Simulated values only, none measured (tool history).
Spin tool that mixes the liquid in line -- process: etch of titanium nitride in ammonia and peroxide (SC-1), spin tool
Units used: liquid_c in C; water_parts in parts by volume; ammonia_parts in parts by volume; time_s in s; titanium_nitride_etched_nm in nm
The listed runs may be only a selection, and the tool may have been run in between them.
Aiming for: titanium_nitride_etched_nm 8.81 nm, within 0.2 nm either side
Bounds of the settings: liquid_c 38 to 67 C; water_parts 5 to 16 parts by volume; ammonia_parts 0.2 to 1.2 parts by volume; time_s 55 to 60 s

run 1 day=0 | liquid_c=51 water_parts=9 ammonia_parts=0.8 time_s=55 | titanium_nitride_etched_nm=7.5417
run 2 day=0.154 | liquid_c=44.5 water_parts=9 ammonia_parts=0.8 time_s=55 | titanium_nitride_etched_nm=4.748
run 3 day=0.379 | liquid_c=44.5 water_parts=9 ammonia_parts=0.8 time_s=55 | titanium_nitride_etched_nm=4.6789
run 4 day=0.546 | liquid_c=49 water_parts=9 ammonia_parts=0.8 time_s=55 | titanium_nitride_etched_nm=6.4164
run 5 day=0.642 | liquid_c=49 water_parts=9 ammonia_parts=0.6 time_s=55 | titanium_nitride_etched_nm=6.1634
run 6 day=0.812 | liquid_c=50.5 water_parts=9 ammonia_parts=0.6 time_s=55 | titanium_nitride_etched_nm=6.9096
run 7 day=0.942 | liquid_c=51.5 water_parts=9 ammonia_parts=0.6 time_s=55 | titanium_nitride_etched_nm=7.3194
run 8 day=1.142 | liquid_c=52 water_parts=9 ammonia_parts=0.6 time_s=55 | titanium_nitride_etched_nm=7.6061
run 9 day=1.504 | liquid_c=54.5 water_parts=9 ammonia_parts=0.6 time_s=55 | titanium_nitride_etched_nm=9.0026

4 candidate next runs follow, results not yet known. Just one meets every target within its allowed miss. Identify it.
run A day=1.867 | liquid_c=54 water_parts=9 ammonia_parts=0.85 time_s=55 | titanium_nitride_etched_nm=?
run B day=1.867 | liquid_c=52 water_parts=7 ammonia_parts=0.4 time_s=60 | titanium_nitride_etched_nm=?
run C day=1.867 | liquid_c=53.5 water_parts=8.5 ammonia_parts=0.55 time_s=60 | titanium_nitride_etched_nm=?
run D day=1.867 | liquid_c=52.5 water_parts=7.5 ammonia_parts=0.6 time_s=60 | titanium_nitride_etched_nm=?

move=A titanium_nitride_etched_nm=9.2434
move=B titanium_nitride_etched_nm=8.8191
move=C titanium_nitride_etched_nm=9.3536
move=D titanium_nitride_etched_nm=9.4342
A: the biggest miss grows against the last run
B: all results land within tolerance of their targets
C: the biggest miss grows against the last run
D: the biggest miss grows against the last run
B meets every target.
